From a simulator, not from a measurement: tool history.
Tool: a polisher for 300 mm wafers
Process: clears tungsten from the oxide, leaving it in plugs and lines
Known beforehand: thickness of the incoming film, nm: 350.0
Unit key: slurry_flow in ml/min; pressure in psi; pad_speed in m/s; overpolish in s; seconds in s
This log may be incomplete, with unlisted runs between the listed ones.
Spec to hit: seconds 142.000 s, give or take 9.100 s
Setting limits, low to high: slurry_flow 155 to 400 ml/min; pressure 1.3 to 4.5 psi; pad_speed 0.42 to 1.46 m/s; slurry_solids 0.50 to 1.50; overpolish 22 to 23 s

run 1 hour=0.0 | slurry_flow=255 pressure=2.9 pad_speed=0.94 slurry_solids=1.00 overpolish=22 | seconds=96.709
run 2 hour=1.7 | slurry_flow=255 pressure=2.8 pad_speed=0.94 slurry_solids=1.00 overpolish=22 | seconds=95.694
run 3 hour=6.1 | slurry_flow=285 pressure=2.8 pad_speed=0.94 slurry_solids=1.00 overpolish=22 | seconds=95.804
run 4 hour=10.3 | slurry_flow=285 pressure=2.8 pad_speed=1.12 slurry_solids=1.00 overpolish=22 | seconds=80.402
run 5 hour=18.1 | slurry_flow=285 pressure=2.6 pad_speed=1.10 slurry_solids=1.00 overpolish=22 | seconds=88.009
run 6 hour=19.9 | slurry_flow=285 pressure=2.4 pad_speed=1.08 slurry_solids=1.00 overpolish=22 | seconds=97.707
run 7 hour=23.0 | slurry_flow=285 pressure=2.3 pad_speed=1.08 slurry_solids=1.00 overpolish=22 | seconds=101.710
run 8 hour=24.4 | slurry_flow=285 pressure=2.2 pad_speed=1.08 slurry_solids=1.00 overpolish=22 | seconds=109.150
run 9 hour=33.0 | slurry_flow=285 pressure=2.1 pad_speed=1.08 slurry_solids=1.00 overpolish=22 | seconds=109.800
run 10 hour=34.6 | slurry_flow=285 pressure=2.0 pad_speed=1.08 slurry_solids=1.00 overpolish=22 | seconds=121.280

Of the 5 settings listed for the next run, only one would bring every result within its allowed miss of target. Which one?
run A hour=36.2 | slurry_flow=230 pressure=1.9 pad_speed=0.92 slurry_solids=1.05 overpolish=22 | seconds=?
run B hour=36.2 | slurry_flow=320 pressure=1.9 pad_speed=1.02 slurry_solids=1.05 overpolish=22 | seconds=?
run C hour=36.2 | slurry_flow=350 pressure=3.0 pad_speed=0.78 slurry_solids=1.00 overpolish=22 | seconds=?
run D hour=36.2 | slurry_flow=305 pressure=2.2 pad_speed=1.30 slurry_solids=0.95 overpolish=22 | seconds=?
run E hour=36.2 | slurry_flow=295 pressure=1.9 pad_speed=1.04 slurry_solids=1.10 overpolish=22 | seconds=?

move=A seconds=149.330
move=B seconds=130.760
move=C seconds=109.610
move=D seconds=92.133
move=E seconds=127.850
A: meets every target
B: nearer than the last run, and not there yet
C: moves away from the targets compared with the last run
D: moves away from the targets compared with the last run
E: nearer than the last run, and not there yet
So the answer is move A, the one that meets all the targets.

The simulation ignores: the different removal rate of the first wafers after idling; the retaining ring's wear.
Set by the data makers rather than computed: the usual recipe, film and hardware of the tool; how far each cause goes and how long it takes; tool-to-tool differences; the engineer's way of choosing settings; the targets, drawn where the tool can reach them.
